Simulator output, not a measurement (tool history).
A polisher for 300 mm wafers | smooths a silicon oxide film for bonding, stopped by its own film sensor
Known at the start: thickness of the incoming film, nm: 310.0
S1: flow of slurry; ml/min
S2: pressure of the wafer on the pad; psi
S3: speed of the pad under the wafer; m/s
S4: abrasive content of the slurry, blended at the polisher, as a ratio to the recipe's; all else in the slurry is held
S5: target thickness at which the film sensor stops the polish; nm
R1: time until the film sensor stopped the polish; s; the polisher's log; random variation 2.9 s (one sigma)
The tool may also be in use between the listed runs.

Run 1, hour 0.0: S1 255 ml/min, S2 1.4 psi, S3 0.78 m/s, S4 1.0, S5 246 nm. Result: R1 166.49 s.
Run 2, hour 7.2: S1 285 ml/min, S2 1.4 psi, S3 0.78 m/s, S4 1.0, S5 246 nm. Result: R1 165.59 s.
Run 3, hour 14.5: S1 285 ml/min, S2 1.4 psi, S3 0.78 m/s, S4 1.1, S5 246 nm. Result: R1 160.33 s.
Run 4, hour 18.5: S1 285 ml/min, S2 1.3 psi, S3 0.76 m/s, S4 1.1, S5 246 nm. Result: R1 175.11 s.
Run 5, hour 20.0: S1 245 ml/min, S2 1.3 psi, S3 0.76 m/s, S4 1.1, S5 246 nm. Result: R1 174.83 s.
Run 6, hour 25.6: S1 245 ml/min, S2 1.2 psi, S3 0.74 m/s, S4 1.1, S5 246 nm. Result: R1 195.58 s.
Run 7, hour 31.6: S1 245 ml/min, S2 1.1 psi, S3 0.72 m/s, S4 1.1, S5 246 nm. Result: R1 218.70 s.
Run 8, hour 34.1: S1 245 ml/min, S2 1.0 psi, S3 0.72 m/s, S4 1.1, S5 246 nm. Result: R1 236.87 s.

Forecast run 9:
Run 9, hour 41.3: S1 245 ml/min, S2 0.9 psi, S3 0.72 m/s, S4 1.1, S5 246 nm. Result: R1 ?.

{"run 9": {"R1": 264.66}}
